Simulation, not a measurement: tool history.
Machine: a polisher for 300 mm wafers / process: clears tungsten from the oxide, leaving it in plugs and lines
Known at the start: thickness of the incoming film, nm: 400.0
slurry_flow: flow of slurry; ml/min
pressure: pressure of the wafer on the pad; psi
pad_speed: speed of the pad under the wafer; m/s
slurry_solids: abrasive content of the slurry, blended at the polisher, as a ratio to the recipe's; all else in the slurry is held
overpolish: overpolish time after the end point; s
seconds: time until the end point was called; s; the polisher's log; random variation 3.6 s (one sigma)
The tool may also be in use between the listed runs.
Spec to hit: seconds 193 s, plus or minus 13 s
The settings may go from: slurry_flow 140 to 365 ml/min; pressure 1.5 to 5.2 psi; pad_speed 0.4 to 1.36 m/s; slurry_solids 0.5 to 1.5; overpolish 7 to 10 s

run 1 day=0 | slurry_flow=235 pressure=3.3 pad_speed=0.88 slurry_solids=1 overpolish=10 | seconds=101.36
run 2 day=0.208 | slurry_flow=235 pressure=3.3 pad_speed=0.88 slurry_solids=0.85 overpolish=10 | seconds=106.32
run 3 day=0.488 | slurry_flow=235 pressure=3.3 pad_speed=0.7 slurry_solids=0.85 overpolish=10 | seconds=130.67
run 4 day=0.779 | slurry_flow=235 pressure=3.3 pad_speed=0.7 slurry_solids=0.85 overpolish=7 | seconds=132.99
run 5 day=1.025 | slurry_flow=235 pressure=3.1 pad_speed=0.7 slurry_solids=0.85 overpolish=7 | seconds=143.38
run 6 day=1.088 | slurry_flow=235 pressure=3.1 pad_speed=0.7 slurry_solids=0.85 overpolish=10 | seconds=139.85
run 7 day=1.158 | slurry_flow=235 pressure=2.1 pad_speed=0.66 slurry_solids=0.85 overpolish=10 | seconds=211.86
run 8 day=1.512 | slurry_flow=235 pressure=2.2 pad_speed=0.66 slurry_solids=0.85 overpolish=10 | seconds=206.56

Pick the move, out of 5, that brings all results within their allowed miss; only one does.
run A day=1.867 | slurry_flow=140 pressure=1.9 pad_speed=0.82 slurry_solids=1 overpolish=7 | seconds=?
run B day=1.867 | slurry_flow=195 pressure=3.3 pad_speed=0.4 slurry_solids=0.75 overpolish=9 | seconds=?
run C day=1.867 | slurry_flow=210 pressure=2.4 pad_speed=0.56 slurry_solids=0.9 overpolish=9 | seconds=?
run D day=1.867 | slurry_flow=235 pressure=1.9 pad_speed=0.7 slurry_solids=0.85 overpolish=10 | seconds=?
run E day=1.867 | slurry_flow=275 pressure=2 pad_speed=0.6 slurry_solids=1 overpolish=10 | seconds=?

move=A seconds=193.71
move=B seconds=233.34
move=C seconds=218.86
move=D seconds=222.65
move=E seconds=231.18
A: every result within its allowed miss
B: its largest miss is bigger than the last run's
C: its largest miss is bigger than the last run's
D: its largest miss is bigger than the last run's
E: its largest miss is bigger than the last run's
A is the move that brings every result within its allowed miss.

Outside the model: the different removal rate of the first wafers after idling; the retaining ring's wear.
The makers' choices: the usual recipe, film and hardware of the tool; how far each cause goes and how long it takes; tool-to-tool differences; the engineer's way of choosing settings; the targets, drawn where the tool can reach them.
